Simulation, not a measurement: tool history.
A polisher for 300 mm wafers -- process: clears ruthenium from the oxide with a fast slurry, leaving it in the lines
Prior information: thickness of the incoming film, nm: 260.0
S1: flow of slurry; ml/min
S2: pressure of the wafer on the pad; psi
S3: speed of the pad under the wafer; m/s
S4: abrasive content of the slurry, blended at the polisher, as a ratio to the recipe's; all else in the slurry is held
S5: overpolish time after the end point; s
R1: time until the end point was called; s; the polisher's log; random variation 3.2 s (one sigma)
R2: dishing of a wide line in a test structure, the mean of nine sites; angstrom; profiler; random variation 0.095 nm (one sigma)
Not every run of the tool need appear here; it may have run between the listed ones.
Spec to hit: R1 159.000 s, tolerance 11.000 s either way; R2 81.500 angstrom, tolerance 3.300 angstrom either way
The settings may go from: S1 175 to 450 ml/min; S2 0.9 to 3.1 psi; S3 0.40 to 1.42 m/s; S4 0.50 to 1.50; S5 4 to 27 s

run	hour	S1	S2	S3	S4	S5	R1	R2
1	0.0	290	2.0	0.90	1.00	14	84.947	325.110
2	0.9	290	1.8	0.90	1.00	14	92.482	304.360
3	7.6	290	2.1	0.90	1.00	14	85.226	332.260
4	9.3	290	2.1	0.80	1.00	14	95.374	302.360
5	11.8	290	2.1	0.94	1.00	14	82.192	352.460
6	19.1	360	2.1	0.94	1.00	14	78.103	352.670
7	26.8	375	2.0	0.88	0.95	12	88.692	274.940
8	32.7	385	1.9	0.82	0.95	11	96.950	235.390
9	33.8	395	1.8	0.78	0.95	10	108.240	198.410
10	39.9	440	1.4	0.52	0.95	4	179.550	46.483
11	40.8	435	1.5	0.52	0.90	4	181.680	48.922
12	45.7	430	1.6	0.52	0.85	4	182.920	49.676
13	51.7	420	1.7	0.52	0.85	4	166.630	51.311

5 next moves are on the table. One of them brings every result within its allowed miss. Which?
A	57.7	405	1.8	0.52	0.75	6	?	?
B	57.7	440	2.3	0.58	0.55	7	?	?
C	57.7	385	1.8	0.58	0.75	6	?	?
D	57.7	445	1.8	0.46	1.05	7	?	?
E	57.7	435	1.5	0.66	0.65	9	?	?

move	R1	R2
A	171.680	73.637
B	151.720	96.682
C	155.290	81.262
D	165.530	88.784
E	162.960	115.220
A: nearer the targets than the last run, but a result is still out of spec
B: takes the biggest miss from the last run beyond its target
C: in spec on every target
D: takes the biggest miss from the last run beyond its target
E: takes the biggest miss from the last run beyond its target
Move C is the one to make.
